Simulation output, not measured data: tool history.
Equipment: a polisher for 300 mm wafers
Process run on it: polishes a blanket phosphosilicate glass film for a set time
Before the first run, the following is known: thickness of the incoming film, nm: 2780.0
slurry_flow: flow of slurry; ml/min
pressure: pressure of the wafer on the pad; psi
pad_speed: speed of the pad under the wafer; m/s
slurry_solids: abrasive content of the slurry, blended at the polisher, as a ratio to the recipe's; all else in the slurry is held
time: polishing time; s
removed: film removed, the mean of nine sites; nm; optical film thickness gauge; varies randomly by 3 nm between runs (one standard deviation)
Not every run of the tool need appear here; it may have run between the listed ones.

Run 1, hour 0: slurry_flow 260 ml/min, pressure 2.1 psi, pad_speed 1.24 m/s, slurry_solids 1, time 57 s. Result: removed 331.01 nm.
Run 2, hour 2.7: slurry_flow 260 ml/min, pressure 2.1 psi, pad_speed 1.24 m/s, slurry_solids 1, time 57 s. Result: removed 332.91 nm.
Run 3, hour 11.4: slurry_flow 260 ml/min, pressure 2.1 psi, pad_speed 1.24 m/s, slurry_solids 1.1, time 57 s. Result: removed 345.38 nm.
Run 4, hour 17.7: slurry_flow 260 ml/min, pressure 2.1 psi, pad_speed 1.24 m/s, slurry_solids 1.1, time 59 s. Result: removed 352.18 nm.
Run 5, hour 21.5: slurry_flow 260 ml/min, pressure 2 psi, pad_speed 1.24 m/s, slurry_solids 1.1, time 59 s. Result: removed 338.4 nm.
Run 6, hour 22.4: slurry_flow 305 ml/min, pressure 2 psi, pad_speed 1.24 m/s, slurry_solids 1.1, time 59 s. Result: removed 342.4 nm.

Run 7 comes next. What will it give?
Run 7, hour 23.5: slurry_flow 305 ml/min, pressure 1.9 psi, pad_speed 1.24 m/s, slurry_solids 1.1, time 59 s. Result: removed ?.

For run 7 the tool returned removed 323.53 nm.
